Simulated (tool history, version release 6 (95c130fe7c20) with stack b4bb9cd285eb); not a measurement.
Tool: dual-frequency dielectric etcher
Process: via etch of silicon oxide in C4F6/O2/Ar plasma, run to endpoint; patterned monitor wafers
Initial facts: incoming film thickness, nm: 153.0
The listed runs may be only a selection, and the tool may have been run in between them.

run  hour  bias power (kW)  source power (kW)  Ar flow (sccm)  endpoint time (s)
  1   0.0            0.576              0.420             405             33.072
  2   7.6            0.649              0.420             405             31.476
  3  12.9            0.563              0.420             405             33.448
  4  13.9            0.563              0.420             348             33.065
  5  18.9            0.627              0.420             348             31.529
  6  21.3            0.627              0.420             294             30.633
  7  25.3            0.547              0.390             303             33.767
  8  26.0            0.490              0.370             308             36.521
  9  28.3            0.451              0.370             309             37.738
 10  33.2            0.423              0.370             309             38.995
 11  38.8            0.408              0.370             309             39.920

What will run 12 give?
 12  40.3            0.400              0.370             309                  ?

endpoint time (s): 40.135
